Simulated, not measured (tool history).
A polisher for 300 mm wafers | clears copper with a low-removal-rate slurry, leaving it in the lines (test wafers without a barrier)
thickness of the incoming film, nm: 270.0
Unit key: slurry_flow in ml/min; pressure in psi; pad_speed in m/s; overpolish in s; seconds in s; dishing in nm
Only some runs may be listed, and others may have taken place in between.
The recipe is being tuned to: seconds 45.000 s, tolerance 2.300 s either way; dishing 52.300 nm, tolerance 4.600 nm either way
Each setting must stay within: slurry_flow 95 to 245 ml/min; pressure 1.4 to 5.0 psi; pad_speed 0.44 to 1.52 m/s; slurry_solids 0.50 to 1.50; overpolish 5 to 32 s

run 1 hour=0.0 | slurry_flow=155 pressure=3.2 pad_speed=0.98 slurry_solids=1.00 overpolish=16 | seconds=80.402 dishing=31.505
run 2 hour=7.7 | slurry_flow=155 pressure=3.7 pad_speed=1.00 slurry_solids=1.00 overpolish=16 | seconds=70.565 dishing=39.132
run 3 hour=14.1 | slurry_flow=160 pressure=4.1 pad_speed=1.04 slurry_solids=1.00 overpolish=14 | seconds=60.667 dishing=37.690
run 4 hour=16.2 | slurry_flow=160 pressure=4.8 pad_speed=1.04 slurry_solids=1.00 overpolish=14 | seconds=52.117 dishing=45.714
run 5 hour=18.6 | slurry_flow=160 pressure=4.9 pad_speed=1.06 slurry_solids=1.00 overpolish=14 | seconds=50.419 dishing=45.364
run 6 hour=25.0 | slurry_flow=160 pressure=4.9 pad_speed=1.08 slurry_solids=1.00 overpolish=14 | seconds=50.163 dishing=45.667
run 7 hour=29.6 | slurry_flow=165 pressure=4.9 pad_speed=1.10 slurry_solids=1.00 overpolish=14 | seconds=48.335 dishing=46.007
run 8 hour=30.8 | slurry_flow=165 pressure=4.9 pad_speed=1.12 slurry_solids=1.00 overpolish=14 | seconds=48.135 dishing=47.490

5 candidate next runs follow, results not yet known. Just one meets every target within its allowed miss. Identify it.
run A hour=32.0 | slurry_flow=170 pressure=5.0 pad_speed=1.22 slurry_solids=1.00 overpolish=10 | seconds=? dishing=?
run B hour=32.0 | slurry_flow=155 pressure=5.0 pad_speed=1.18 slurry_solids=1.00 overpolish=11 | seconds=? dishing=?
run C hour=32.0 | slurry_flow=175 pressure=4.5 pad_speed=1.24 slurry_solids=1.10 overpolish=15 | seconds=? dishing=?
run D hour=32.0 | slurry_flow=130 pressure=5.0 pad_speed=1.04 slurry_solids=0.90 overpolish=18 | seconds=? dishing=?
run E hour=32.0 | slurry_flow=180 pressure=4.5 pad_speed=1.16 slurry_solids=0.85 overpolish=12 | seconds=? dishing=?

move=A seconds=43.604 dishing=38.088
move=B seconds=45.563 dishing=39.807
move=C seconds=46.287 dishing=50.647
move=D seconds=53.898 dishing=52.138
move=E seconds=52.203 dishing=38.034
A: the furthest-off result lands on target, but another misses its tolerance
B: the furthest-off result lands on target, but another misses its tolerance
C: each result inside its tolerance
D: its largest miss is bigger than the last run's
E: its largest miss is bigger than the last run's
Go with C: it meets all targets.
